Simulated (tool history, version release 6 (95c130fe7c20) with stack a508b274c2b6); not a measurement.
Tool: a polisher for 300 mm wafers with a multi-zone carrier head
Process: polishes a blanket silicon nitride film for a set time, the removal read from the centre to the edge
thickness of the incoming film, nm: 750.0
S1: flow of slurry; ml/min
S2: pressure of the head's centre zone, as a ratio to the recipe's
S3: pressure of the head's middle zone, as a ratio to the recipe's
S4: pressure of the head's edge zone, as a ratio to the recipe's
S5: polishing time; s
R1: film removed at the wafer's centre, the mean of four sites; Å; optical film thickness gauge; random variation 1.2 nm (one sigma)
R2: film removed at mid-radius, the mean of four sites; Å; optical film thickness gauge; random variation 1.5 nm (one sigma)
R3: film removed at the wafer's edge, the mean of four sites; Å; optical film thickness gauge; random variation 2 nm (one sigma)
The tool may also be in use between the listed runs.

| run | hour | S1 | S2 | S3 | S4 | S5 | R1 | R2 | R3 |
|---|---|---|---|---|---|---|---|---|---|
| 1 | 0.0 | 205 | 1.00 | 1.00 | 1.00 | 67 | 1261.8 | 1326.4 | 1279.5 |
| 2 | 3.2 | 205 | 1.00 | 1.00 | 1.05 | 67 | 1254.7 | 1307.4 | 1342.6 |
| 3 | 8.0 | 205 | 1.00 | 1.00 | 0.97 | 67 | 1280.2 | 1317.7 | 1304.4 |
| 4 | 13.0 | 210 | 1.01 | 1.01 | 0.98 | 69 | 1321.0 | 1371.4 | 1356.6 |
| 5 | 18.2 | 215 | 1.02 | 1.03 | 0.98 | 70 | 1381.8 | 1410.5 | 1381.8 |
| 6 | 24.8 | 215 | 1.02 | 1.03 | 0.98 | 62 | 1217.1 | 1259.8 | 1189.0 |

Forecast run 7:
| 7 | 28.0 | 270 | 1.05 | 1.13 | 1.08 | 80 | ? | ? | ? |

R1: 1644.6 Å
R2: 1805.3 Å
R3: 1633.8 Å
